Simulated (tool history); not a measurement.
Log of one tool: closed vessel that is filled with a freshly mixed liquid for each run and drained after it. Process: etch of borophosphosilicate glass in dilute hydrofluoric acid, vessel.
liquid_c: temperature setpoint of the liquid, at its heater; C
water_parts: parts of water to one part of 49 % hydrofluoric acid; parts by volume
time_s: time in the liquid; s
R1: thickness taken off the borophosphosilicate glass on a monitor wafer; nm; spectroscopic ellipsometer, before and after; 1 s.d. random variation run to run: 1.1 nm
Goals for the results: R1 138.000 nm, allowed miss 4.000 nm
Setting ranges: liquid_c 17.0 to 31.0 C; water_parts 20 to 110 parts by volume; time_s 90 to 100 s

{"run": 1, "hour": 0.0, "liquid_c": 23.0, "water_parts": 60, "time_s": 90, "R1": 67.174}
{"run": 2, "hour": 9.0, "liquid_c": 23.0, "water_parts": 60, "time_s": 100, "R1": 75.827}
{"run": 3, "hour": 12.3, "liquid_c": 25.5, "water_parts": 55, "time_s": 100, "R1": 92.438}
{"run": 4, "hour": 19.7, "liquid_c": 25.5, "water_parts": 70, "time_s": 100, "R1": 70.257}
{"run": 5, "hour": 26.4, "liquid_c": 27.0, "water_parts": 60, "time_s": 100, "R1": 88.305}
{"run": 6, "hour": 32.4, "liquid_c": 27.0, "water_parts": 60, "time_s": 100, "R1": 89.726}
{"run": 7, "hour": 41.0, "liquid_c": 28.0, "water_parts": 55, "time_s": 100, "R1": 100.84}
{"run": 8, "hour": 44.3, "liquid_c": 29.0, "water_parts": 50, "time_s": 100, "R1": 116.8}
{"run": 9, "hour": 50.4, "liquid_c": 29.5, "water_parts": 50, "time_s": 100, "R1": 117.57}
{"run": 10, "hour": 59.4, "liquid_c": 30.0, "water_parts": 50, "time_s": 100, "R1": 121.8}

Which single option among these 5 for the next run brings every result within its allowed miss of target? Just one does.
{"run": "A", "hour": 68.4, "liquid_c": 30.0, "water_parts": 40, "time_s": 95, "R1": "?"}
{"run": "B", "hour": 68.4, "liquid_c": 29.0, "water_parts": 45, "time_s": 100, "R1": "?"}
{"run": "C", "hour": 68.4, "liquid_c": 28.5, "water_parts": 45, "time_s": 100, "R1": "?"}
{"run": "D", "hour": 68.4, "liquid_c": 31.0, "water_parts": 40, "time_s": 95, "R1": "?"}
{"run": "E", "hour": 68.4, "liquid_c": 30.0, "water_parts": 40, "time_s": 90, "R1": "?"}

move=A R1=146.470
move=B R1=130.710
move=C R1=128.140
move=D R1=152.370
move=E R1=138.760
A: pushes the last run's worst result past its target
B: moves toward the targets from the last run without getting all of them in spec
C: moves toward the targets from the last run without getting all of them in spec
D: pushes the last run's worst result past its target
E: each result inside its tolerance
Correct choice: E, which meets every target
